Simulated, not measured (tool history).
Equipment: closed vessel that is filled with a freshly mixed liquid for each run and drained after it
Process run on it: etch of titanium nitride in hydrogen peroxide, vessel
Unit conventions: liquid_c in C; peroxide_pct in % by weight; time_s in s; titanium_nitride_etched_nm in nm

Run 1, hour 0.0: liquid_c 46.0 C, peroxide_pct 15.5 % by weight, time_s 450 s. Result: titanium_nitride_etched_nm 18.172 nm.
Run 2, hour 4.5: liquid_c 40.0 C, peroxide_pct 15.5 % by weight, time_s 450 s. Result: titanium_nitride_etched_nm 11.646 nm.
Run 3, hour 13.4: liquid_c 46.5 C, peroxide_pct 15.5 % by weight, time_s 450 s. Result: titanium_nitride_etched_nm 18.773 nm.
Run 4, hour 21.1: liquid_c 46.5 C, peroxide_pct 15.5 % by weight, time_s 485 s. Result: titanium_nitride_etched_nm 20.456 nm.
Run 5, hour 25.7: liquid_c 46.5 C, peroxide_pct 15.5 % by weight, time_s 485 s. Result: titanium_nitride_etched_nm 20.511 nm.
Run 6, hour 30.6: liquid_c 50.5 C, peroxide_pct 15.5 % by weight, time_s 485 s. Result: titanium_nitride_etched_nm 26.529 nm.
Run 7, hour 33.2: liquid_c 53.5 C, peroxide_pct 15.5 % by weight, time_s 485 s. Result: titanium_nitride_etched_nm 33.721 nm.

Expected results for the next run?
Run 8, hour 36.0: liquid_c 55.0 C, peroxide_pct 15.5 % by weight, time_s 485 s. Result: titanium_nitride_etched_nm ?.

{"run 8": {"titanium_nitride_etched_nm": 37.634}}

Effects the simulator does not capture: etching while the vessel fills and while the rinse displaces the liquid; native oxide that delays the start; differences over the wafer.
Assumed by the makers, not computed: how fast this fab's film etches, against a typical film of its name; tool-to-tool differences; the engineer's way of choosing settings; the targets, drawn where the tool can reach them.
